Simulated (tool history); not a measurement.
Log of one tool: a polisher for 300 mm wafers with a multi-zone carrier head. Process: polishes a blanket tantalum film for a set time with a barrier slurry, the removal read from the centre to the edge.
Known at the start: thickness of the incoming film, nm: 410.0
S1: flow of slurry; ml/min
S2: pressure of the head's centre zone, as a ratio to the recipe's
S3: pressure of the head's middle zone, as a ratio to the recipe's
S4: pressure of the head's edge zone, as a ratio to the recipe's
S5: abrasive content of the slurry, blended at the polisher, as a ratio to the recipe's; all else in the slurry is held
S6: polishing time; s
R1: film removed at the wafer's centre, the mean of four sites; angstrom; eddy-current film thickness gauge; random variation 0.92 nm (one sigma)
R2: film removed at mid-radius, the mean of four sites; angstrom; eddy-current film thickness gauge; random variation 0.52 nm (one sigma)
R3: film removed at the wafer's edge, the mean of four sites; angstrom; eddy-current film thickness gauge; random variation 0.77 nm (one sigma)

run 1 day=0 | S1=255 S2=1 S3=1 S4=1 S5=1 S6=58 | R1=979 R2=990.91 R3=966.95
run 2 day=0.371 | S1=255 S2=1 S3=1 S4=1 S5=1.1 S6=58 | R1=1006.6 R2=1014.9 R3=1012.2
run 3 day=0.7 | S1=255 S2=1.06 S3=1 S4=1 S5=1.1 S6=58 | R1=1062.5 R2=1020.5 R3=1011.3
run 4 day=0.792 | S1=250 S2=1.06 S3=0.99 S4=0.98 S5=1.05 S6=58 | R1=1045 R2=996.87 R3=988
run 5 day=1.129 | S1=250 S2=1.06 S3=0.99 S4=0.98 S5=1.2 S6=58 | R1=1098.3 R2=1025.3 R3=1038.1
run 6 day=1.175 | S1=250 S2=1.06 S3=0.98 S4=0.96 S5=1.15 S6=58 | R1=1089.3 R2=1007.2 R3=1002.1
run 7 day=1.312 | S1=245 S2=1.05 S3=0.97 S4=0.94 S5=1.1 S6=58 | R1=1068.7 R2=976.09 R3=970.08
run 8 day=1.4 | S1=240 S2=1.04 S3=0.96 S4=0.93 S5=1.1 S6=58 | R1=1033.8 R2=969.22 R3=976.18
run 9 day=1.612 | S1=240 S2=1.04 S3=0.95 S4=0.92 S5=1.05 S6=58 | R1=1032.7 R2=959.84 R3=966.83
run 10 day=1.975 | S1=240 S2=1.04 S3=0.95 S4=0.91 S5=1 S6=58 | R1=1014.1 R2=943.22 R3=947.4
run 11 day=2.254 | S1=240 S2=1.05 S3=0.95 S4=0.9 S5=0.95 S6=58 | R1=1002.8 R2=912 R3=910.13
run 12 day=2.412 | S1=235 S2=1.05 S3=0.95 S4=0.89 S5=0.95 S6=58 | R1=1019.1 R2=914.92 R3=917.75
run 13 day=2.767 | S1=235 S2=1.05 S3=0.95 S4=0.88 S5=0.9 S6=58 | R1=999.77 R2=905.04 R3=907.74

Forecast run 14:
run 14 day=2.808 | S1=235 S2=1.05 S3=0.95 S4=0.87 S5=0.85 S6=58 | R1=? R2=? R3=?

Run 14 gave R1 955.81 angstrom, R2 879.56 angstrom, R3 879.02 angstrom.
